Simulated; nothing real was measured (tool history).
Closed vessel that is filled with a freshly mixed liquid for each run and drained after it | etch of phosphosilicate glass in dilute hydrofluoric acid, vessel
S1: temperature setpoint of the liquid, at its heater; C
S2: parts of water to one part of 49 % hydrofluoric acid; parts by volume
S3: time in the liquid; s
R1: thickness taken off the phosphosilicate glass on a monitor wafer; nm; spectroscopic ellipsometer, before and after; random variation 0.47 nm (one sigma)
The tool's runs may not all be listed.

run	hour	S1	S2	S3	R1
1	0.0	24.0	245	95	33.629
2	7.4	24.0	315	95	24.469
3	9.8	24.0	315	105	27.339
4	16.2	24.0	250	105	36.444
5	18.0	24.0	250	105	36.531
6	25.6	22.5	250	105	34.415
7	32.4	22.5	250	105	34.114
8	37.7	24.5	250	105	37.245
9	44.0	28.5	230	105	47.434
10	48.8	29.0	230	105	47.862

The next listed run, before its measurement:
11	52.9	29.5	230	105	?

R1: 48.791 nm

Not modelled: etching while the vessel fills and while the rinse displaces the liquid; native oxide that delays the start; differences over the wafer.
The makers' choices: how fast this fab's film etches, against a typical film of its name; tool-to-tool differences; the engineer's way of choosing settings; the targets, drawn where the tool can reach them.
